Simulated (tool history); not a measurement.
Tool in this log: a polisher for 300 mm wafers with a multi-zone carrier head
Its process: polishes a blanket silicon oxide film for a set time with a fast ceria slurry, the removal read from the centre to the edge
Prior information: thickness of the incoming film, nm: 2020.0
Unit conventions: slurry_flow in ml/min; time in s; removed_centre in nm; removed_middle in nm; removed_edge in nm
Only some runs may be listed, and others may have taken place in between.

{"run": 1, "hour": 0.0, "slurry_flow": 225, "centre_zone": 1, "middle_zone": 1, "edge_zone": 1, "time": 30, "removed_centre": 627.19, "removed_middle": 620.39, "removed_edge": 634.81}
{"run": 2, "hour": 8.0, "slurry_flow": 225, "centre_zone": 0.96, "middle_zone": 1, "edge_zone": 1, "time": 30, "removed_centre": 593.48, "removed_middle": 618.61, "removed_edge": 633.23}
{"run": 3, "hour": 14.8, "slurry_flow": 225, "centre_zone": 0.9, "middle_zone": 1, "edge_zone": 1, "time": 30, "removed_centre": 560.43, "removed_middle": 629.26, "removed_edge": 625.76}
{"run": 4, "hour": 23.0, "slurry_flow": 195, "centre_zone": 0.9, "middle_zone": 1, "edge_zone": 1, "time": 30, "removed_centre": 546.82, "removed_middle": 617.28, "removed_edge": 618.65}
{"run": 5, "hour": 30.3, "slurry_flow": 195, "centre_zone": 0.9, "middle_zone": 1, "edge_zone": 1.04, "time": 30, "removed_centre": 542.14, "removed_middle": 615.48, "removed_edge": 628}
{"run": 6, "hour": 32.2, "slurry_flow": 240, "centre_zone": 0.9, "middle_zone": 1, "edge_zone": 1.04, "time": 30, "removed_centre": 566.54, "removed_middle": 620.98, "removed_edge": 648.32}
{"run": 7, "hour": 39.8, "slurry_flow": 235, "centre_zone": 0.9, "middle_zone": 0.98, "edge_zone": 1.01, "time": 28, "removed_centre": 525.2, "removed_middle": 577.95, "removed_edge": 601.84}
{"run": 8, "hour": 44.7, "slurry_flow": 230, "centre_zone": 0.92, "middle_zone": 0.97, "edge_zone": 0.98, "time": 26, "removed_centre": 501.05, "removed_middle": 531.62, "removed_edge": 538.73}
{"run": 9, "hour": 53.3, "slurry_flow": 225, "centre_zone": 0.92, "middle_zone": 0.95, "edge_zone": 0.96, "time": 25, "removed_centre": 479.58, "removed_middle": 509.16, "removed_edge": 514.4}
{"run": 10, "hour": 61.3, "slurry_flow": 220, "centre_zone": 0.92, "middle_zone": 0.93, "edge_zone": 0.94, "time": 24, "removed_centre": 457.29, "removed_middle": 473.41, "removed_edge": 491.64}
{"run": 11, "hour": 63.4, "slurry_flow": 220, "centre_zone": 0.92, "middle_zone": 0.93, "edge_zone": 0.94, "time": 24, "removed_centre": 448.88, "removed_middle": 473.4, "removed_edge": 482.22}
{"run": 12, "hour": 66.9, "slurry_flow": 210, "centre_zone": 0.93, "middle_zone": 0.92, "edge_zone": 0.92, "time": 24, "removed_centre": 455.88, "removed_middle": 472.15, "removed_edge": 480.93}
{"run": 13, "hour": 69.0, "slurry_flow": 205, "centre_zone": 0.93, "middle_zone": 0.91, "edge_zone": 0.9, "time": 23, "removed_centre": 438.04, "removed_middle": 442.48, "removed_edge": 448.55}
{"run": 14, "hour": 71.6, "slurry_flow": 195, "centre_zone": 0.93, "middle_zone": 0.9, "edge_zone": 0.89, "time": 23, "removed_centre": 430.34, "removed_middle": 435.44, "removed_edge": 460.69}
{"run": 15, "hour": 72.4, "slurry_flow": 195, "centre_zone": 0.93, "middle_zone": 0.9, "edge_zone": 0.89, "time": 23, "removed_centre": 434.82, "removed_middle": 442.1, "removed_edge": 448.9}
{"run": 16, "hour": 79.6, "slurry_flow": 190, "centre_zone": 0.93, "middle_zone": 0.89, "edge_zone": 0.88, "time": 23, "removed_centre": 430.13, "removed_middle": 431.01, "removed_edge": 446.98}

What will run 17 give?
{"run": 17, "hour": 88.0, "slurry_flow": 190, "centre_zone": 0.93, "middle_zone": 0.89, "edge_zone": 0.87, "time": 23, "removed_centre": "?", "removed_middle": "?", "removed_edge": "?"}

Run 17 came out at removed_centre 432.03 nm, removed_middle 430.67 nm, removed_edge 450.92 nm.
